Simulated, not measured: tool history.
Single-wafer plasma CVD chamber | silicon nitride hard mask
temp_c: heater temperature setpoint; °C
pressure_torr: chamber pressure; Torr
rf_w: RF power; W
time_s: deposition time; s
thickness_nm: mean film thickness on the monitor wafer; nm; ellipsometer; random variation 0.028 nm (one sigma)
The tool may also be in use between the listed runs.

| run | hour | temp_c | pressure_torr | rf_w | time_s | thickness_nm |
|---|---|---|---|---|---|---|
| 1 | 0 | 420 | 2.03 | 245 | 13.5 | 15.107 |
| 2 | 1.7 | 420 | 1.95 | 245 | 13.5 | 14.996 |
| 3 | 3.4 | 414 | 1.95 | 245 | 13.5 | 15.076 |
| 4 | 7.4 | 414 | 1.87 | 245 | 13.5 | 14.905 |
| 5 | 10.3 | 414 | 1.8 | 245 | 13.5 | 14.777 |
| 6 | 18.4 | 406 | 1.8 | 245 | 13.5 | 14.865 |
| 7 | 20.9 | 406 | 1.73 | 245 | 13.5 | 14.775 |
| 8 | 24.5 | 406 | 1.67 | 245 | 13.5 | 14.686 |
| 9 | 33.2 | 406 | 1.62 | 245 | 13.5 | 14.578 |

Run 10 comes next. What will it give?
| 10 | 38.5 | 406 | 1.57 | 245 | 13.5 | ? |

{"run 10": {"thickness_nm": 14.542}}

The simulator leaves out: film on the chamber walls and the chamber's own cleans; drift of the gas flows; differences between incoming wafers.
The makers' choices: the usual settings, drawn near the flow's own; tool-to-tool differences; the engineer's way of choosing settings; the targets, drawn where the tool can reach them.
